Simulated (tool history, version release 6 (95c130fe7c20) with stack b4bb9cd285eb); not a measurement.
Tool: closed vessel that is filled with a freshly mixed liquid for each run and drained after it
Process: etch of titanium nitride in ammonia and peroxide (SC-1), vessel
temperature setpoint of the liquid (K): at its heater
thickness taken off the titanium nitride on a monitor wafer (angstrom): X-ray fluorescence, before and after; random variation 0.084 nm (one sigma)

run	hour	temperature setpoint of the liquid (K)	parts of water to one part of 30 % peroxide (parts by volume)	parts of 29 % ammonia solution to one part of 30 % peroxide (parts by volume)	time in the liquid (s)	thickness taken off the titanium nitride on a monitor wafer (angstrom)
1	0	332.15	10.5	0.55	30	51.067
2	5.2	339.15	10.5	0.55	30	81.947
3	8.3	340.15	10.5	0.55	30	86.413
4	13.5	340.65	10.5	0.55	30	89.828
5	20.2	341.15	10.5	0.55	30	93.064
# hour 27.5: thermometer replaced
6	27.5	341.15	13.5	0.55	30	90.335

What does the tool deliver on the next run?
7	32	341.65	13.5	0.55	30	?

{"run 7": {"thickness taken off the titanium nitride on a monitor wafer (angstrom)": 91.908}}

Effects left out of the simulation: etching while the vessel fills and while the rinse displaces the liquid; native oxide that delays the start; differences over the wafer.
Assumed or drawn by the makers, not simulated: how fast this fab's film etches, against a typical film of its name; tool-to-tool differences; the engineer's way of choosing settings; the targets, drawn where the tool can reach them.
